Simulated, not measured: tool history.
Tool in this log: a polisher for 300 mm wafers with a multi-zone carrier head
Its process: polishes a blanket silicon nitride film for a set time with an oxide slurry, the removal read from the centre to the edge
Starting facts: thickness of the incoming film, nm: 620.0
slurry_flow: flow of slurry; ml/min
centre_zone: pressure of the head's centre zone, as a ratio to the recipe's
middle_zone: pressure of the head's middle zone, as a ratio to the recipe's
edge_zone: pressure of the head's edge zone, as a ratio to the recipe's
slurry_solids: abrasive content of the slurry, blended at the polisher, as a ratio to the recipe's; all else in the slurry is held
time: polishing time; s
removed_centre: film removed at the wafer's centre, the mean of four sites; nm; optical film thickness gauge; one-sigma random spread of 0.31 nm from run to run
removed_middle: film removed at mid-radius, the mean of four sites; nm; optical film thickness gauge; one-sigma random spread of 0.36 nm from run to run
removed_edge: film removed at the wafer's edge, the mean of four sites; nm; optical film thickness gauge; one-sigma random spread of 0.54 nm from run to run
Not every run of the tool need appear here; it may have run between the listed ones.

run  hour  slurry_flow  centre_zone  middle_zone  edge_zone  slurry_solids  time  removed_centre  removed_middle  removed_edge
  1   0.0          140         1.00         1.00       1.00           1.00    67          59.765          58.792        57.318
  2   6.5          110         1.00         1.00       1.00           1.00    67          55.647          53.884        55.939
  3  10.3          110         0.97         1.01       0.99           0.90    66          49.952          50.896        52.068
  4  13.1          110         0.95         1.02       0.97           0.85    65          47.264          49.240        48.657
  5  21.7          110         0.95         1.02       0.97           0.95    65          50.739          51.912        52.274
  6  24.9          110         0.99         1.02       0.97           0.95    65          52.141          53.001        51.740
  7  30.8           85         0.89         1.12       0.97           0.70    56          29.572          35.960        33.492

Predict the results of run 8:
  8  33.5           90         0.88         1.12       0.98           0.70    56               ?               ?             ?

{"run 8": {"removed_centre": 30.281, "removed_middle": 37.061, "removed_edge": 34.655}}

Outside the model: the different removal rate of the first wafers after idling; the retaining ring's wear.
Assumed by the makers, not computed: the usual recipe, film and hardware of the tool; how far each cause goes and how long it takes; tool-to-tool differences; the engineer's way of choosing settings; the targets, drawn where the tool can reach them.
